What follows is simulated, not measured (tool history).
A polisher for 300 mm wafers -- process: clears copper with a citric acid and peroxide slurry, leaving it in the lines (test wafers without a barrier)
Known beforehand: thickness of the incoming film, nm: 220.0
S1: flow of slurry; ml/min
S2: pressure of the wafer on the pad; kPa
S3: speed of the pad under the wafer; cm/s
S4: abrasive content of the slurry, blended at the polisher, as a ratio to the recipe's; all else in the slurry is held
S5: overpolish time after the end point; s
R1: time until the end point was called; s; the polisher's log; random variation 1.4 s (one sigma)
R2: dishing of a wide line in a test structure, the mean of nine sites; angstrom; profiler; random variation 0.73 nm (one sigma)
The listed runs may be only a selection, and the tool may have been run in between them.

run	hour	S1	S2	S3	S4	S5	R1	R2
1	0.0	265	20.0	136	1.0	27	71.909	596.67
2	2.7	265	23.4	136	1.0	27	62.973	680.84
3	5.1	265	23.4	110	1.0	27	68.834	610.41
4	11.1	265	22.8	108	1.0	25	72.324	569.44
5	19.7	265	22.1	108	1.0	23	75.215	511.22
6	22.1	265	22.1	78	1.0	23	90.815	422.36
7	27.7	265	22.1	78	1.0	22	91.171	414.30
8	29.0	265	22.1	78	1.0	21	92.949	402.42

Predict the results of run 9:
9	36.5	265	22.1	78	1.0	20	?	?

{"run 9": {"R1": 91.159, "R2": 378.63}}
